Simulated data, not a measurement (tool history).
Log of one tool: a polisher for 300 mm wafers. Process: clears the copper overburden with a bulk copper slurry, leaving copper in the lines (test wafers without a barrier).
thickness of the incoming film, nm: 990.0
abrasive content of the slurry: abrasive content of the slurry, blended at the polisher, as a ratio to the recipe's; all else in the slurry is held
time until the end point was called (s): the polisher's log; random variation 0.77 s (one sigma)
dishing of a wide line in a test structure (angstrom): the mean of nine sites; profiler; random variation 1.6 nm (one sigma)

run,hour,flow of slurry (ml/min),pressure of the wafer on the pad (kPa),speed of the pad under the wafer (cm/s),abrasive content of the slurry,overpolish time after the end point (s),time until the end point was called (s),dishing of a wide line in a test structure (angstrom)
1,0.0,175,16.5,120,1.00,27,103.170,1094.5
2,8.1,175,17.2,120,1.00,28,100.840,1135.8
3,12.5,190,17.2,120,1.00,28,99.535,1155.3
4,13.5,190,17.2,120,1.15,28,95.210,1164.8
5,17.5,190,17.9,120,1.15,29,90.835,1211.3
6,26.1,190,20.0,120,1.15,29,83.538,1325.0

Forecast run 7:
7,33.4,195,20.7,118,1.15,31,?,?

time until the end point was called (s): 81.242
dishing of a wide line in a test structure (angstrom): 1375.3
